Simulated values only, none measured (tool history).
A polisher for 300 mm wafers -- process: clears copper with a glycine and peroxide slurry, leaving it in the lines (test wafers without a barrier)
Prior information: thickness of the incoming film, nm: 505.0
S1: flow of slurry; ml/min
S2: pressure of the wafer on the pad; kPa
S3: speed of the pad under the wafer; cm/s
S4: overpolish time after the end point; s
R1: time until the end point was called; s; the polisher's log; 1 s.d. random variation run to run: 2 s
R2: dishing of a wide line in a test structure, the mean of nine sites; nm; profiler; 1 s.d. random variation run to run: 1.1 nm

run,hour,S1,S2,S3,S4,R1,R2
1,0.0,250,15.2,110,22,111.12,67.451
2,0.8,250,12.4,110,22,122.71,57.554
3,9.1,250,10.3,104,24,141.29,57.027
4,14.5,250,10.3,104,17,140.12,44.486
5,18.1,250,10.3,104,23,141.59,54.763
6,25.0,250,10.3,104,31,140.24,71.718

What will run 7 give?
7,26.6,250,9.0,102,29,?,?

R1: 150.55 s
R2: 62.221 nm
